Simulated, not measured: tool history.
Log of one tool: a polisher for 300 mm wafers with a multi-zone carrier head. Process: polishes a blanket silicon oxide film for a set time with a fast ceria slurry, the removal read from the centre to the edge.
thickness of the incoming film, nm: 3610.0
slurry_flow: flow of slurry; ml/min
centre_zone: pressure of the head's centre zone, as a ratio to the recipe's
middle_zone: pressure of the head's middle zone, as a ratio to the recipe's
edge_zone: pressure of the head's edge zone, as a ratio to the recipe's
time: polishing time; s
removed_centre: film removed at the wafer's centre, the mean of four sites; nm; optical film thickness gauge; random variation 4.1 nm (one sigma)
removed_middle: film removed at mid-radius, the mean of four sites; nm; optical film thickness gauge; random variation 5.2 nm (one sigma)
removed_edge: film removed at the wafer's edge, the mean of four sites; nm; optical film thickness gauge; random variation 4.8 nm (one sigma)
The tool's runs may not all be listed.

run  hour  slurry_flow  centre_zone  middle_zone  edge_zone  time  removed_centre  removed_middle  removed_edge
  1     0          200            1            1          1    83          592.62          604.42        592.57
  2   7.3          195            1         0.97          1    82          583.68          582.92        584.84
  3  14.8          195            1         1.04          1    82          577.14          611.57        587.28
  4  18.5          190            1         1.01       1.01    81          566.35           582.3        587.74
  5  22.8          190            1         0.98       1.01    81          568.22          583.29        582.56
  6  30.2          215            1         0.98       1.01    81          582.71           584.6        588.67
  7  37.2          210            1         0.96       1.02    80          567.86          566.58        581.95
  8  44.2          205            1         0.94       1.03    79          567.89          538.73        583.58
  9  44.9          200            1         0.92       1.03    78          558.53          532.85        556.34
 10    46          195            1          0.9       1.05    78          547.88          516.58        561.83

Forecast run 11:
 11  48.1          190            1         0.89       1.06    78               ?               ?             ?

{"run 11": {"removed_centre": 549.51, "removed_middle": 530.15, "removed_edge": 577.57}}
